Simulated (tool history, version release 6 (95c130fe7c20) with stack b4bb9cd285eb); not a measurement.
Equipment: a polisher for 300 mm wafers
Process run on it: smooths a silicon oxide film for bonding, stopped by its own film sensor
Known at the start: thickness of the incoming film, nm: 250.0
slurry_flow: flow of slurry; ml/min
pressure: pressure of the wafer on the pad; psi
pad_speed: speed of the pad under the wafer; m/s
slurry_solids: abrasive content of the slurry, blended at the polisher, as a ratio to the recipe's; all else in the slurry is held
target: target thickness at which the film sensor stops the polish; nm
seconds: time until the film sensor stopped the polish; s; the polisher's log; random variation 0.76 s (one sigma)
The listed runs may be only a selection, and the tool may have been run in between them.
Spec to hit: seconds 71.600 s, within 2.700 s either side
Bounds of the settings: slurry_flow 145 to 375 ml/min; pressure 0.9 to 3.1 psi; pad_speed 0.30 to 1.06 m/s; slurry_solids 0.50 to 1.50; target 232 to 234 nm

run	day	slurry_flow	pressure	pad_speed	slurry_solids	target	seconds
1	0.000	240	2.0	0.68	1.00	232	39.141
2	0.158	240	1.6	0.66	1.00	232	51.066
3	0.183	240	1.6	0.66	1.00	232	50.627
4	0.217	240	1.6	0.66	0.85	232	56.107
# day 0.442: slurry nozzle cleaned
5	0.442	240	1.6	0.56	0.85	232	60.207
6	0.625	240	1.5	0.56	0.85	232	64.971
7	1.004	235	1.3	0.56	0.85	232	74.760
8	1.083	240	1.3	0.56	0.85	232	75.494

4 candidate next runs follow, results not yet known. Just one meets every target within its allowed miss. Identify it.
A	1.162	150	1.2	0.74	0.70	232	?
B	1.162	230	1.7	0.44	0.80	234	?
C	1.162	215	1.3	0.60	0.85	232	?
D	1.162	260	1.3	0.56	0.90	233	?

move	seconds
A	80.966
B	65.922
C	71.798
D	67.411
A: its largest miss is bigger than the last run's
B: carries the result that was furthest off beyond its target, to the other side
C: in spec on every target
D: carries the result that was furthest off beyond its target, to the other side
Correct choice: C, which meets every target
